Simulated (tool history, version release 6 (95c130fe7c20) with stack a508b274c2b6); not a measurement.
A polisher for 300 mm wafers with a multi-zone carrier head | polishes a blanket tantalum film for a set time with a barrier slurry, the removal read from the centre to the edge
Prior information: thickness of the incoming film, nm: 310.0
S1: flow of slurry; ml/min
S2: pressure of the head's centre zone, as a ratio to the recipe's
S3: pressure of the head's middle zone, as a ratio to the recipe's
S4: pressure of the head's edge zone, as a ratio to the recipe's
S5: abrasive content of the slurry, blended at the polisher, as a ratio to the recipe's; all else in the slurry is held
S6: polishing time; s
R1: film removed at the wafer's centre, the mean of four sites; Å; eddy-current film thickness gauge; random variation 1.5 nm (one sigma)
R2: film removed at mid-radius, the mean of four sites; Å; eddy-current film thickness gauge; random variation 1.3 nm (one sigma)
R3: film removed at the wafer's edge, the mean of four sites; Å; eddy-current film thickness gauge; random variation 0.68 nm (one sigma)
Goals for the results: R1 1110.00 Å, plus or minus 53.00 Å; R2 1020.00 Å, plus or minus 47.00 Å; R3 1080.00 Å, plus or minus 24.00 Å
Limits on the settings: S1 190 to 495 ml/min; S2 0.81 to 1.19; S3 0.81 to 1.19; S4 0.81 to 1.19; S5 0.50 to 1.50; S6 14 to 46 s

run	day	S1	S2	S3	S4	S5	S6	R1	R2	R3
1	0.000	320	1.00	1.00	1.00	1.00	30	749.81	724.21	751.61
2	0.342	320	1.00	1.00	0.92	1.00	30	768.53	731.88	718.04
3	0.696	325	1.03	1.02	0.97	1.10	31	829.11	773.53	772.69
4	1.067	325	1.03	1.02	0.97	1.10	38	1016.70	962.38	948.74
5	1.129	330	1.04	1.02	1.00	1.15	38	1047.10	968.49	965.98
6	1.288	370	1.04	1.02	1.00	1.15	38	1049.70	977.55	991.78
7	1.312	385	1.04	1.02	1.02	1.20	38	1075.20	984.60	1008.30
8	1.388	390	1.04	1.02	1.04	1.25	38	1089.50	1017.70	1014.70
9	1.533	365	1.01	0.93	1.13	1.35	39	1090.90	978.63	1096.60

4 candidate next runs follow, results not yet known. Just one meets every target within its allowed miss. Identify it.
A	1.679	305	1.05	1.00	1.10	1.25	40	?	?	?
B	1.679	335	1.07	0.86	1.18	1.05	40	?	?	?
C	1.679	350	1.01	0.81	1.07	1.35	41	?	?	?
D	1.679	495	0.99	0.81	1.14	1.45	37	?	?	?

move	R1	R2	R3
A	1127.30	1026.90	1092.80
B	1111.50	893.59	1092.90
C	1141.90	934.67	1136.10
D	1050.70	875.45	1090.50
A: every result lands within tolerance
B: lands further from the targets than the last run did
C: lands further from the targets than the last run did
D: lands further from the targets than the last run did
A is the move that brings every result within its allowed miss.
